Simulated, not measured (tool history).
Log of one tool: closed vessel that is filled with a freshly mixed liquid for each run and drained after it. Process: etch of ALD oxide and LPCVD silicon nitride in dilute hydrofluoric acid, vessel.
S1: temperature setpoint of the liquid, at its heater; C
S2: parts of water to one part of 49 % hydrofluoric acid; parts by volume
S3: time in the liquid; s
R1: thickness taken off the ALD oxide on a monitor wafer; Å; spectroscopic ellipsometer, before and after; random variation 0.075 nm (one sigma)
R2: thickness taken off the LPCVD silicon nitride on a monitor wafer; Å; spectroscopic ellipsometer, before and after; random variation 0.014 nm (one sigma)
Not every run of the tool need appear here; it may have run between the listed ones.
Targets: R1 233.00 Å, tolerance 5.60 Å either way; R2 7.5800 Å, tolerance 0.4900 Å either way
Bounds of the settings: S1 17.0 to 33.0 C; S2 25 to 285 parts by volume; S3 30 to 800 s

run  hour    S1   S2   S3      R1       R2
  1   0.0  25.0  155  410  473.16  13.8260
  2   3.6  25.0  185  410  381.79  11.4660
  3  11.9  25.0  185  575  537.24  16.6960
  4  17.8  25.0  185  725  678.95  20.4100
  5  23.9  24.0  210  695  537.08  16.4210
  6  32.0  23.5  230  660  446.97  14.1810
  7  35.3  19.5  285  540  240.75   7.1412
  8  41.0  20.5  285  530  246.20   7.6077
  9  46.7  21.0  285  520  245.82   7.6572
 10  49.2  21.5  285  505  243.36   7.8372
 11  51.1  21.5  285  500  241.12   7.5563
 12  55.6  22.0  285  490  238.66   7.9285

Next run, 4 choices. One meets every target within its allowed miss, the rest don't. Which?
  A  60.1  22.0  265  455   ?   ?
  B  60.1  22.5  285  470   ?   ?
  C  60.1  17.0  280  595   ?   ?
  D  60.1  20.5  255  465   ?   ?

move      R1      R2
   A  245.15  7.3915
   B  235.19  7.3357
   C  248.41  6.6428
   D  248.75  7.1297
A: moves away from the targets compared with the last run
B: each result inside its tolerance
C: moves away from the targets compared with the last run
D: moves away from the targets compared with the last run
B meets every target.

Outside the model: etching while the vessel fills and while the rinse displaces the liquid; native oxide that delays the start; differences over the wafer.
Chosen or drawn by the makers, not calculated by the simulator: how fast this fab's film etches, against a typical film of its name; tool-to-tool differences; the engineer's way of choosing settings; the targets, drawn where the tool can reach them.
